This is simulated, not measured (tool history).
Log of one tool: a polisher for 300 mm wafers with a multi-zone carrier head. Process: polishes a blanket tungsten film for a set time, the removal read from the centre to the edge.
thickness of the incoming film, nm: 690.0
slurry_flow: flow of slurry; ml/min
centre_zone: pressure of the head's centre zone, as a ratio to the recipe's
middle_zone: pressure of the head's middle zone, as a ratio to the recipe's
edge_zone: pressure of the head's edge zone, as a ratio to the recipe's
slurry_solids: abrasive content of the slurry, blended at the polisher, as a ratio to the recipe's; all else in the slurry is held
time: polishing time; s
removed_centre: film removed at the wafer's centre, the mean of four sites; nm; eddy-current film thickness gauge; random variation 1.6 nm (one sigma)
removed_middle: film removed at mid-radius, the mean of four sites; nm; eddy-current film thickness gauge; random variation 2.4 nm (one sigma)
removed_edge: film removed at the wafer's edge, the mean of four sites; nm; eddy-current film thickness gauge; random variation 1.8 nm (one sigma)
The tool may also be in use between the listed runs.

run    day  slurry_flow  centre_zone  middle_zone  edge_zone  slurry_solids  time  removed_centre  removed_middle  removed_edge
  1  0.000          155         1.00         1.00       1.00           1.00    59          215.68          220.67        228.03
  2  0.221          155         1.00         1.00       1.03           1.00    59          214.92          221.17        229.39
  3  0.400          150         1.00         0.99       1.01           0.95    59          208.63          207.68        226.69
  4  0.738          165         1.00         0.99       1.01           0.95    59          214.58          224.71        227.34
  5  0.879          185         1.00         0.99       1.01           0.95    59          221.32          220.70        229.49
  6  0.950          215         1.00         0.99       1.01           0.95    59          227.61          222.88        235.60
  7  1.050          210         1.00         0.98       0.98           0.90    59          224.55          214.89        226.11
  8  1.396          200         0.99         0.97       0.96           0.90    59          215.73          219.71        220.78
  9  1.729          195         0.99         0.95       0.95           0.85    59          211.77          206.87        218.49

The next listed run, before its measurement:
 10  2.012          190         0.99         0.94       0.93           0.85    59               ?               ?             ?

removed_centre: 215.56 nm
removed_middle: 208.67 nm
removed_edge: 210.89 nm
